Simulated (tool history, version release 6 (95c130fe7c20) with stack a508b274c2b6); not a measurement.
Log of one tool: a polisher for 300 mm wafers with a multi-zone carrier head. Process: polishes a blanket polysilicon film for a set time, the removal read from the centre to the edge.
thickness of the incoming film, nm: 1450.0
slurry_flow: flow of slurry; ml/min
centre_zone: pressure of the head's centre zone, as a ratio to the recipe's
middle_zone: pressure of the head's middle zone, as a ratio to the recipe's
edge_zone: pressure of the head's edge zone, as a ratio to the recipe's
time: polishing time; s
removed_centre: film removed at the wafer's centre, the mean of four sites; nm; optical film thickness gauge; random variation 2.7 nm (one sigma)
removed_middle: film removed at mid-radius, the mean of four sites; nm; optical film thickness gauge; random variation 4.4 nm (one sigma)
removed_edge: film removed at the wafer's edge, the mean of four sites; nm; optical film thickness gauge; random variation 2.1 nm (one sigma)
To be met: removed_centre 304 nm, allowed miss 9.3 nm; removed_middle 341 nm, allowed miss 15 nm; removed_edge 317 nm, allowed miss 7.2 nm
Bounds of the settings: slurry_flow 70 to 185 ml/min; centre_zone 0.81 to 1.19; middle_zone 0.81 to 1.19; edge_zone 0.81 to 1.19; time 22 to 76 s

run  hour  slurry_flow  centre_zone  middle_zone  edge_zone  time  removed_centre  removed_middle  removed_edge
  1     0          120            1            1          1    49           476.1          481.79        483.04
  2   6.2          120         1.07            1          1    49          516.28          479.61        489.41
  3     8          130         1.07            1          1    49          517.94          485.02        484.66
  4  10.2          130         1.07            1          1    40          427.22          397.72        399.75
  5  10.9          130         1.11            1          1    40          442.37          399.01        400.94
  6    17          125         1.07            1       0.98    39          415.39          395.31         385.2
  7  25.6          120         1.04         0.98       0.96    38          390.61          371.06        368.16
  8  33.9          115         1.01         0.98       0.94    38          376.29          367.08        367.07
  9  41.8           85         0.92         1.07       0.84    33          277.65          328.28        286.45
 10  45.6           90         0.92         1.06       0.85    33          276.58          320.95        294.45
 11    49           95         0.92         1.06       0.85    33          282.65          329.91         294.9
 12  55.7          100         0.92         1.05       0.86    33          285.12          325.16        299.03
 13  57.4          100         0.92         1.05       0.86    33          290.59          316.08        297.76
 14  62.7          100         0.92         1.06       0.87    33          290.48          325.77        298.86
 15  63.2          100         0.92         1.06       0.88    33          285.34          326.91         299.6
 16  69.1          105         0.92         1.06       0.89    33          290.04          335.53        306.85
 17    77          110         0.92         1.06       0.89    33          288.66          333.86        305.45
 18  81.8          115         0.92         1.06       0.89    33          294.35          331.95         306.9

Which of these 4 next moves meets every target?
  A  86.6          135         0.89         1.09       0.83    32               ?               ?             ?
  B  86.6           85         0.92            1       0.93    34               ?               ?             ?
  C  86.6          120         0.96         1.12       0.86    31               ?               ?             ?
  D  86.6          140         0.89         1.01       0.86    34               ?               ?             ?

move  removed_centre  removed_middle  removed_edge
   A          287.29          348.13        291.34
   B          287.46           322.4         308.5
   C          293.56          336.65        282.75
   D          307.13          353.96        316.04
A: further off than the last run
B: further off than the last run
C: further off than the last run
D: meets every target
Answer: D
